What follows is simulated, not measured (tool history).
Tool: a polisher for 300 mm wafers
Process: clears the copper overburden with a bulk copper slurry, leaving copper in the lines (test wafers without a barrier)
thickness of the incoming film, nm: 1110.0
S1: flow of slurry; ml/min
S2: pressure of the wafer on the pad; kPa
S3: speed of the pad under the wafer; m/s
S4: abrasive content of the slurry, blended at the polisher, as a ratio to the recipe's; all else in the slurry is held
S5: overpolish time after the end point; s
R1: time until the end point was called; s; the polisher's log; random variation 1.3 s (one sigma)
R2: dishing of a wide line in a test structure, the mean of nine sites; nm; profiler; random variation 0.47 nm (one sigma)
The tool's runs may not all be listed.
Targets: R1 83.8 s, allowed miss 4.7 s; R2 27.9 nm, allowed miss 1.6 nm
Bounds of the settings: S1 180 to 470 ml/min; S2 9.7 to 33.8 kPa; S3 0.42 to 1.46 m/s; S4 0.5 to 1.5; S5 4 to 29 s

run	hour	S1	S2	S3	S4	S5	R1	R2
1	0	300	21.4	0.94	1	15	127.78	37.336
2	3.2	335	20	1.04	1.1	13	121.51	37.8
3	6.6	335	20	0.84	1.1	13	141.88	35.715
4	10.7	335	20	0.84	1.1	10	141.64	32.374
5	13.8	305	22.8	0.84	1	9	124.78	33.468
6	19.7	280	24.8	0.8	0.95	8	121.5	31.031
7	21.8	260	26.9	0.8	0.95	7	111.9	30.859
# hour 25.2: head pressure recalibrated
8	25.2	245	28.3	0.8	0.9	6	103.18	30.781
9	30.7	230	29.6	0.8	0.85	6	99.527	31.487

4 next moves are on the table. One of them brings every result within its allowed miss. Which?
A	36.2	190	23.4	0.82	1	15	?	?
B	36.2	240	26.9	0.76	0.65	10	?	?
C	36.2	180	33.8	0.76	1.35	4	?	?
D	36.2	260	24.8	0.64	0.75	22	?	?

move	R1	R2
A	119.64	38.651
B	116.13	35.48
C	83.473	27.422
D	133.52	40.412
A: further off than the last run
B: further off than the last run
C: meets every target
D: further off than the last run
Answer: C

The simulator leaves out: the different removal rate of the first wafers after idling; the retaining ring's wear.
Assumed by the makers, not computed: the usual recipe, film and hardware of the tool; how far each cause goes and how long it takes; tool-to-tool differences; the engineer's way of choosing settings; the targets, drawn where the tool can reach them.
